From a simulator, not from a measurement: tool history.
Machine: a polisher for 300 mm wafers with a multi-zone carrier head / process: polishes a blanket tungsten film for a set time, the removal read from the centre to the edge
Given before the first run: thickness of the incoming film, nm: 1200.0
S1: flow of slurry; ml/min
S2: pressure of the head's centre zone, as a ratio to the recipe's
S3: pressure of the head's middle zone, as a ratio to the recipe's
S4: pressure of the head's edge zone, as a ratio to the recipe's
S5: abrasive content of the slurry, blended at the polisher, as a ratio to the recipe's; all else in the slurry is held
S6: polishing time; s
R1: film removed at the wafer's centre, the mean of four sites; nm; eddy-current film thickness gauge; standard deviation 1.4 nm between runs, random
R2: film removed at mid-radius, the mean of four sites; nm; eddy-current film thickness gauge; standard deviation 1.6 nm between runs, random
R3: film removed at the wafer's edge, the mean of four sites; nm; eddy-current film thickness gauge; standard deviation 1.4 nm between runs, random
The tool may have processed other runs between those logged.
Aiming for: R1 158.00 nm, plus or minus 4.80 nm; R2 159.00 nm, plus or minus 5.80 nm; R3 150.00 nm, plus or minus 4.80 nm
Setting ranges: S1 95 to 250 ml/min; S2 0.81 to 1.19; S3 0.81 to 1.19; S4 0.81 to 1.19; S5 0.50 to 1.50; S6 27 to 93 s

{"run": 1, "hour": 0.0, "S1": 160, "S2": 1.0, "S3": 1.0, "S4": 1.0, "S5": 1.0, "S6": 59, "R1": 196.1, "R2": 207.57, "R3": 200.0}
{"run": 2, "hour": 9.0, "S1": 160, "S2": 1.0, "S3": 1.0, "S4": 0.96, "S5": 1.0, "S6": 59, "R1": 198.5, "R2": 200.57, "R3": 197.7}
{"run": 3, "hour": 15.6, "S1": 160, "S2": 1.0, "S3": 1.02, "S4": 0.93, "S5": 0.9, "S6": 57, "R1": 188.71, "R2": 191.87, "R3": 183.05}
{"run": 4, "hour": 23.9, "S1": 160, "S2": 1.0, "S3": 1.02, "S4": 0.87, "S5": 0.9, "S6": 57, "R1": 185.47, "R2": 192.6, "R3": 179.22}
{"run": 5, "hour": 26.8, "S1": 155, "S2": 1.0, "S3": 1.02, "S4": 0.86, "S5": 0.8, "S6": 56, "R1": 177.22, "R2": 181.26, "R3": 169.47}
{"run": 6, "hour": 33.8, "S1": 155, "S2": 1.0, "S3": 1.02, "S4": 0.91, "S5": 0.8, "S6": 56, "R1": 177.51, "R2": 184.8, "R3": 173.39}
{"run": 7, "hour": 40.8, "S1": 155, "S2": 1.0, "S3": 1.02, "S4": 0.91, "S5": 0.8, "S6": 56, "R1": 178.23, "R2": 186.12, "R3": 172.56}
{"run": 8, "hour": 48.3, "S1": 150, "S2": 1.0, "S3": 1.01, "S4": 0.89, "S5": 0.75, "S6": 56, "R1": 175.67, "R2": 182.3, "R3": 168.73}
{"run": 9, "hour": 56.7, "S1": 150, "S2": 1.0, "S3": 1.01, "S4": 0.89, "S5": 0.75, "S6": 56, "R1": 173.35, "R2": 177.83, "R3": 167.49}
{"run": 10, "hour": 60.6, "S1": 140, "S2": 1.0, "S3": 1.01, "S4": 0.87, "S5": 0.7, "S6": 56, "R1": 168.6, "R2": 175.81, "R3": 162.28}

Below are 4 possible settings for the next run. Only one of them brings all results inside the allowed miss of their targets. Which is it?
{"run": "A", "hour": 64.5, "S1": 190, "S2": 1.09, "S3": 1.04, "S4": 0.81, "S5": 0.5, "S6": 56, "R1": "?", "R2": "?", "R3": "?"}
{"run": "B", "hour": 64.5, "S1": 150, "S2": 1.03, "S3": 1.04, "S4": 0.93, "S5": 0.6, "S6": 51, "R1": "?", "R2": "?", "R3": "?"}
{"run": "C", "hour": 64.5, "S1": 135, "S2": 1.01, "S3": 0.85, "S4": 0.93, "S5": 0.75, "S6": 57, "R1": "?", "R2": "?", "R3": "?"}
{"run": "D", "hour": 64.5, "S1": 170, "S2": 0.94, "S3": 0.87, "S4": 0.91, "S5": 0.8, "S6": 58, "R1": "?", "R2": "?", "R3": "?"}

move=A R1=184.70 R2=176.33 R3=150.54
move=B R1=158.29 R2=160.75 R3=146.79
move=C R1=177.82 R2=156.21 R3=170.13
move=D R1=178.19 R2=170.72 R3=178.69
A: lands further from the targets than the last run did
B: all results land within tolerance of their targets
C: brings the result that was furthest off to its target, and leaves another outside
D: lands further from the targets than the last run did
B meets every target.
